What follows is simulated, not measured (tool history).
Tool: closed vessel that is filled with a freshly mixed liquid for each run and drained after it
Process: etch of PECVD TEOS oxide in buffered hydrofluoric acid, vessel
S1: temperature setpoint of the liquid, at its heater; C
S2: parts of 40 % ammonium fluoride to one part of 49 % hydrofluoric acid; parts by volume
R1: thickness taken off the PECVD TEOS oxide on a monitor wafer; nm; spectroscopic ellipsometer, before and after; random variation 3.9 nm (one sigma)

Run 1, hour 0.0: S1 24.0 C, S2 12.5 parts by volume, time in the liquid (s) 95. Result: R1 271.33 nm.
Run 2, hour 8.8: S1 25.0 C, S2 12.5 parts by volume, time in the liquid (s) 95. Result: R1 288.99 nm.
Run 3, hour 14.8: S1 25.0 C, S2 12.5 parts by volume, time in the liquid (s) 95. Result: R1 292.29 nm.
Run 4, hour 22.2: S1 25.0 C, S2 12.5 parts by volume, time in the liquid (s) 105. Result: R1 320.63 nm.
Run 5, hour 30.3: S1 25.5 C, S2 12.5 parts by volume, time in the liquid (s) 105. Result: R1 334.85 nm.
Run 6, hour 36.9: S1 22.5 C, S2 12.5 parts by volume, time in the liquid (s) 105. Result: R1 281.17 nm.
Run 7, hour 44.6: S1 23.5 C, S2 12.5 parts by volume, time in the liquid (s) 105. Result: R1 296.74 nm.
Run 8, hour 46.8: S1 24.0 C, S2 12.5 parts by volume, time in the liquid (s) 105. Result: R1 304.31 nm.
Run 9, hour 50.9: S1 24.5 C, S2 12.5 parts by volume, time in the liquid (s) 105. Result: R1 309.67 nm.

Run 10 comes next. What will it give?
Run 10, hour 57.8: S1 25.0 C, S2 12.5 parts by volume, time in the liquid (s) 105. Result: R1 ?.

Run 10 gave R1 319.45 nm.

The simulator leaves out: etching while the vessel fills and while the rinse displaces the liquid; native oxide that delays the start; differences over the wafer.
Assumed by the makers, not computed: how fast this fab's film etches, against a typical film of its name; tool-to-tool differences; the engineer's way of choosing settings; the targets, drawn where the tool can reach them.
